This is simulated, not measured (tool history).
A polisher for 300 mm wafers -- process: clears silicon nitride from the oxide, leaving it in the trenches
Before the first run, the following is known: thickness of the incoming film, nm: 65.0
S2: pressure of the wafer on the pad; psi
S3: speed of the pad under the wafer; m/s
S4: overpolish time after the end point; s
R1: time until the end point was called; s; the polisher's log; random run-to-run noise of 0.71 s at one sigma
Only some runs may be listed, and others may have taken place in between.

{"run": 1, "day": 0.0, "flow of slurry (ml/min)": 135, "S2": 2.7, "S3": 0.92, "S4": 8, "R1": 75.584}
{"run": 2, "day": 0.196, "flow of slurry (ml/min)": 135, "S2": 3, "S3": 0.92, "S4": 8, "R1": 69.095}
{"run": 3, "day": 0.283, "flow of slurry (ml/min)": 135, "S2": 3.1, "S3": 0.92, "S4": 8, "R1": 68.463}
{"run": 4, "day": 0.654, "flow of slurry (ml/min)": 135, "S2": 3.1, "S3": 0.92, "S4": 8, "R1": 68.238}
{"run": 5, "day": 1.029, "flow of slurry (ml/min)": 110, "S2": 3.1, "S3": 0.92, "S4": 8, "R1": 70.46}
{"run": 6, "day": 1.142, "flow of slurry (ml/min)": 110, "S2": 2.5, "S3": 0.92, "S4": 8, "R1": 86.593}
{"run": 7, "day": 1.504, "flow of slurry (ml/min)": 115, "S2": 2.7, "S3": 0.92, "S4": 8, "R1": 80.839}
{"run": 8, "day": 1.85, "flow of slurry (ml/min)": 120, "S2": 2.9, "S3": 0.92, "S4": 8, "R1": 73.191}

Estimate the outcome of run 9 from the log above:
{"run": 9, "day": 2.192, "flow of slurry (ml/min)": 120, "S2": 3, "S3": 0.92, "S4": 8, "R1": "?"}

Run 9 produced R1 71.953 s.
